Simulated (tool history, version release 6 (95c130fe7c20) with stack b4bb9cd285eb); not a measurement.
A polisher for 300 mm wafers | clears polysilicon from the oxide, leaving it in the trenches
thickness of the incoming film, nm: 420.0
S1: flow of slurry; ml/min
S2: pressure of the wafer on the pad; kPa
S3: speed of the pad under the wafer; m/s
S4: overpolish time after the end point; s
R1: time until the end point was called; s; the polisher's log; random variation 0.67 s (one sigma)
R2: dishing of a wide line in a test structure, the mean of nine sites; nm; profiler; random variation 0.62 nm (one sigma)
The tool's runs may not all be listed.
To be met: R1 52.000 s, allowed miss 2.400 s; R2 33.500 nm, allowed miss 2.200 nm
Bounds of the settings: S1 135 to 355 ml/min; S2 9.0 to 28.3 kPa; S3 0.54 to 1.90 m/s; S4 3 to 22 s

{"run": 1, "hour": 0.0, "S1": 225, "S2": 18.6, "S3": 1.22, "S4": 11, "R1": 25.149, "R2": 33.978}
{"run": 2, "hour": 1.5, "S1": 225, "S2": 18.6, "S3": 1.12, "S4": 11, "R1": 27.214, "R2": 32.849}
{"run": 3, "hour": 4.1, "S1": 225, "S2": 18.6, "S3": 1.12, "S4": 6, "R1": 26.606, "R2": 31.761}
{"run": 4, "hour": 8.1, "S1": 220, "S2": 15.9, "S3": 1.08, "S4": 9, "R1": 31.476, "R2": 33.083}
{"run": 5, "hour": 9.7, "S1": 220, "S2": 15.9, "S3": 1.08, "S4": 5, "R1": 31.039, "R2": 29.281}
{"run": 6, "hour": 13.0, "S1": 220, "S2": 13.8, "S3": 1.0, "S4": 8, "R1": 38.224, "R2": 31.79}
{"run": 7, "hour": 14.3, "S1": 220, "S2": 12.4, "S3": 0.98, "S4": 9, "R1": 41.474, "R2": 31.518}
{"run": 8, "hour": 16.0, "S1": 220, "S2": 11.7, "S3": 0.96, "S4": 11, "R1": 43.046, "R2": 32.171}
{"run": 9, "hour": 16.9, "S1": 220, "S2": 11.0, "S3": 0.94, "S4": 12, "R1": 47.66, "R2": 33.834}
{"run": 10, "hour": 19.7, "S1": 220, "S2": 10.3, "S3": 0.94, "S4": 12, "R1": 48.741, "R2": 32.291}
{"run": 11, "hour": 28.2, "S1": 220, "S2": 10.3, "S3": 0.94, "S4": 12, "R1": 48.192, "R2": 31.669}
{"run": 12, "hour": 35.5, "S1": 220, "S2": 10.3, "S3": 0.94, "S4": 12, "R1": 47.971, "R2": 32.495}

5 next moves are on the table. One of them brings every result within its allowed miss. Which?
{"run": "A", "hour": 42.8, "S1": 200, "S2": 13.1, "S3": 0.74, "S4": 17, "R1": "?", "R2": "?"}
{"run": "B", "hour": 42.8, "S1": 180, "S2": 9.0, "S3": 0.88, "S4": 18, "R1": "?", "R2": "?"}
{"run": "C", "hour": 42.8, "S1": 195, "S2": 11.7, "S3": 0.88, "S4": 11, "R1": "?", "R2": "?"}
{"run": "D", "hour": 42.8, "S1": 230, "S2": 9.7, "S3": 1.0, "S4": 14, "R1": "?", "R2": "?"}
{"run": "E", "hour": 42.8, "S1": 210, "S2": 9.0, "S3": 1.1, "S4": 9, "R1": "?", "R2": "?"}

move=A R1=52.013 R2=32.606
move=B R1=57.000 R2=32.516
move=C R1=47.654 R2=31.218
move=D R1=46.873 R2=32.350
move=E R1=45.163 R2=30.277
A: meets every target
B: takes the result that was furthest off past its target
C: further off than the last run
D: further off than the last run
E: further off than the last run
Move A is the one to make.
